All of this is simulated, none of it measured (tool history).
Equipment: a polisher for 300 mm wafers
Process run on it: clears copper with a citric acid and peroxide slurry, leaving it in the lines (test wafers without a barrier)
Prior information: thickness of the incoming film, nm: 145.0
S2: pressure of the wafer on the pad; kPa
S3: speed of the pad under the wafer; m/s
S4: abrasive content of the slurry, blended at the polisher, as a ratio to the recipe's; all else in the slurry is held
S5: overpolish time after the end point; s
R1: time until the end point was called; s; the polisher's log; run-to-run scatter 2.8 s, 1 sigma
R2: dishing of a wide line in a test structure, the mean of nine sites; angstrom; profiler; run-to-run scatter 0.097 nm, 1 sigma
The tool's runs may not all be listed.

Run 1, day 0: flow of slurry (ml/min) 270, S2 15.9 kPa, S3 0.9 m/s, S4 1, S5 10 s. Result: R1 83.241 s, R2 106.45 angstrom.
Run 2, day 0.271: flow of slurry (ml/min) 270, S2 18.6 kPa, S3 0.9 m/s, S4 1, S5 10 s. Result: R1 69.453 s, R2 121.01 angstrom.
Run 3, day 0.321: flow of slurry (ml/min) 270, S2 15.9 kPa, S3 0.82 m/s, S4 1, S5 10 s. Result: R1 88.182 s, R2 103.75 angstrom.
Run 4, day 0.412: flow of slurry (ml/min) 330, S2 15.9 kPa, S3 0.82 m/s, S4 1, S5 10 s. Result: R1 88.307 s, R2 100.56 angstrom.
Run 5, day 0.562: flow of slurry (ml/min) 330, S2 13.8 kPa, S3 0.74 m/s, S4 1, S5 10 s. Result: R1 111.88 s, R2 87.869 angstrom.
Run 6, day 0.75: flow of slurry (ml/min) 330, S2 12.4 kPa, S3 0.7 m/s, S4 1, S5 10 s. Result: R1 129.33 s, R2 73.826 angstrom.
Run 7, day 1.075: flow of slurry (ml/min) 330, S2 11 kPa, S3 0.68 m/s, S4 1, S5 10 s. Result: R1 147.66 s, R2 68.143 angstrom.
Run 8, day 1.125: flow of slurry (ml/min) 330, S2 10.3 kPa, S3 0.68 m/s, S4 1, S5 10 s. Result: R1 158.63 s, R2 63.723 angstrom.
Run 9, day 1.329: flow of slurry (ml/min) 330, S2 6.9 kPa, S3 0.64 m/s, S4 1, S5 10 s. Result: R1 238.52 s, R2 44.373 angstrom.

For run 10, what comes out?
Run 10, day 1.508: flow of slurry (ml/min) 330, S2 6.9 kPa, S3 0.64 m/s, S4 1, S5 10 s. Result: R1 ?, R2 ?.

{"run 10": {"R1": 242.22, "R2": 43.509}}
